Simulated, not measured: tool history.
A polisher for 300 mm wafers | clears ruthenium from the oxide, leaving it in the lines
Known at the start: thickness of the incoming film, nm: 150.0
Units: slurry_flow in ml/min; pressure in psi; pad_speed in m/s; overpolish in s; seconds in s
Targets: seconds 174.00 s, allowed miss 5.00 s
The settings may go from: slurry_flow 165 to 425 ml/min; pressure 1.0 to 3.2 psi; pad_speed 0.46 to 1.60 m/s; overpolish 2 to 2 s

run  hour  slurry_flow  pressure  pad_speed  overpolish  seconds
  1   0.0          275       2.1       1.02           2   145.37
  2   7.3          275       2.0       1.02           2   148.93
  3  11.0          275       1.9       1.02           2   159.28
  4  13.1          270       1.8       1.02           2   168.67
  5  15.7          270       2.2       1.02           2   136.98
  6  18.9          220       2.2       1.02           2   142.46
  7  20.0          215       2.1       1.02           2   148.76
  8  28.4          215       1.7       1.02           2   182.06
  9  35.6          215       1.7       1.02           2   184.97
 10  36.8          220       1.7       1.02           2   185.54
 11  44.0          225       1.7       1.02           2   183.94

Which of these 5 next moves meets every target?
  A  51.2          205       1.8       0.96           2        ?
  B  51.2          200       1.6       1.08           2        ?
  C  51.2          220       1.7       0.92           2        ?
  D  51.2          175       1.8       1.06           2        ?
  E  51.2          225       1.5       1.08           2        ?

move  seconds
   A   186.79
   B   187.35
   C   203.55
   D   174.25
   E   195.91
A: further off than the last run
B: further off than the last run
C: further off than the last run
D: meets every target
E: further off than the last run
Move D is the one to make.
